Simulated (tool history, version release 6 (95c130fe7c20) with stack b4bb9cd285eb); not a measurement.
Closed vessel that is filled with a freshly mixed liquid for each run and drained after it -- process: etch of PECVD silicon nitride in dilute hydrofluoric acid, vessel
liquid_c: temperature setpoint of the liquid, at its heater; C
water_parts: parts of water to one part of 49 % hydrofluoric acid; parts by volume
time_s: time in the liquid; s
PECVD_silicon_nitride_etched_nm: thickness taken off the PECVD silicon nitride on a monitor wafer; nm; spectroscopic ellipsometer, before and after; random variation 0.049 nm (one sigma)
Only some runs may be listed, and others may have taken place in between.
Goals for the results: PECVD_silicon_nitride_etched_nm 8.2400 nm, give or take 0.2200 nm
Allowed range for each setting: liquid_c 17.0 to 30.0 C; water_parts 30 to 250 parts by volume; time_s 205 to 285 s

| run | hour | liquid_c | water_parts | time_s | PECVD_silicon_nitride_etched_nm |
|---|---|---|---|---|---|
| 1 | 0.0 | 22.0 | 140 | 285 | 5.4927 |
| 2 | 8.7 | 22.0 | 140 | 205 | 3.9417 |
| 3 | 11.7 | 24.5 | 130 | 205 | 5.0112 |
| 4 | 13.9 | 26.0 | 115 | 205 | 6.1737 |
| 5 | 23.3 | 26.0 | 65 | 205 | 10.9360 |
| 6 | 31.8 | 29.5 | 65 | 205 | 13.7720 |
| 7 | 39.8 | 27.5 | 65 | 205 | 12.1220 |
| 8 | 47.2 | 25.5 | 65 | 205 | 10.6820 |
| 9 | 54.2 | 24.0 | 65 | 205 | 9.6113 |

Below are 4 possible settings for the next run. Only one of them brings all results inside the allowed miss of their targets. Which is it?
| A | 61.2 | 26.0 | 85 | 215 | ? |
| B | 61.2 | 23.0 | 75 | 215 | ? |
| C | 61.2 | 22.0 | 80 | 270 | ? |
| D | 61.2 | 26.0 | 80 | 205 | ? |

| move | PECVD_silicon_nitride_etched_nm |
|---|---|
| A | 8.8350 |
| B | 8.1946 |
| C | 9.0301 |
| D | 8.9454 |
A: moves toward the targets from the last run without getting all of them in spec
B: all results in spec
C: moves toward the targets from the last run without getting all of them in spec
D: moves toward the targets from the last run without getting all of them in spec
The move that meets every target is B.

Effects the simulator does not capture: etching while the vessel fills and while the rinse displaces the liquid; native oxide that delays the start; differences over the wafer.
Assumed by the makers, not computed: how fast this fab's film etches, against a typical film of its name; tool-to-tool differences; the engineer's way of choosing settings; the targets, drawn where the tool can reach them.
